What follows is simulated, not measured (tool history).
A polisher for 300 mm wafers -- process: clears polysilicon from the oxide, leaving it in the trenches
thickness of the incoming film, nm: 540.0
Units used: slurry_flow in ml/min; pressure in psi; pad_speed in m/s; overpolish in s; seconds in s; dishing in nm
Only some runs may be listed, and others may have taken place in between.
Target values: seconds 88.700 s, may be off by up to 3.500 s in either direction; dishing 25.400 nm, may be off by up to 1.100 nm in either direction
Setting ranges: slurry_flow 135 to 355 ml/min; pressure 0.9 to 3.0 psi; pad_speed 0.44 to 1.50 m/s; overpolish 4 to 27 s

run  hour  slurry_flow  pressure  pad_speed  overpolish  seconds  dishing
  1   0.0          225       1.9       0.96          14   56.493   29.764
  2   3.6          225       1.8       0.96          12   59.610   29.021
  3  11.4          225       1.7       0.96          11   61.408   28.770
  4  14.4          225       1.7       0.86          11   67.706   28.033
  5  15.6          255       1.7       0.86          11   65.359   27.710
  6  18.0          255       1.6       0.86          10   67.177   27.490
  7  22.5          255       1.5       0.86           9   69.309   27.058
  8  25.1          255       1.4       0.86           8   72.464   25.323
  9  27.9          245       1.4       0.86           8   74.813   25.297
 10  36.0          235       1.4       0.86           8   73.925   25.220
 11  41.8          235       1.4       0.86           8   72.661   24.685
 12  44.8          235       1.4       0.86           9   74.047   25.969
 13  46.5          230       1.3       0.86           9   77.537   25.727
 14  48.8          225       1.3       0.86           9   78.100   26.023
 15  55.9          220       1.3       0.86           9   77.049   25.735
 16  57.6          220       1.2       0.86           9   80.789   25.282
 17  60.9          220       1.2       0.86           9   80.727   25.358
 18  65.5          210       1.1       0.86          10   84.386   25.750

Exercise: of the 5 proposed moves below, exactly one satisfies all targets within the stated allowed misses. Which move is it?
  A  70.1          210       1.0       1.06          10        ?        ?
  B  70.1          210       0.9       0.82           8        ?        ?
  C  70.1          225       0.9       0.90          10        ?        ?
  D  70.1          225       1.2       0.86           9        ?        ?
  E  70.1          270       1.0       0.74          11        ?        ?

move  seconds  dishing
   A   73.895   26.827
   B   96.611   22.672
   C   87.999   25.556
   D   80.385   25.436
   E   96.373   25.591
A: its largest miss is bigger than the last run's
B: pushes the last run's worst result past its target
C: all results land within tolerance of their targets
D: its largest miss is bigger than the last run's
E: pushes the last run's worst result past its target
C is the move that brings every result within its allowed miss.

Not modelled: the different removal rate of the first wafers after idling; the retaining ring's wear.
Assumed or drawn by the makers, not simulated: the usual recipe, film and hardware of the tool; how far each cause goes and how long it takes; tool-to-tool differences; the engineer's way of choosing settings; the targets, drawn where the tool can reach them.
